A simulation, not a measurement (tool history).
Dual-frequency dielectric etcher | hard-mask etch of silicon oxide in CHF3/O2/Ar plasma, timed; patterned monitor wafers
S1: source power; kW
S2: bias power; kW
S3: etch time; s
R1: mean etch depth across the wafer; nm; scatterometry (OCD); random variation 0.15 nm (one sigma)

run	hour	S1	S2	S3	R1
1	0	0.49	0.191	14.5	25.324
2	5.2	0.49	0.191	14.5	25.175
3	8.1	0.49	0.191	14.5	25.363
4	10.5	0.53	0.191	14.5	25.699
# hour 18.3: bias power generator calibrated
5	18.3	0.5	0.173	14.5	24.245
6	20.7	0.47	0.165	14.5	23.253

Forecast run 7:
7	25.6	0.44	0.161	14.5	?

R1: 22.502 nm
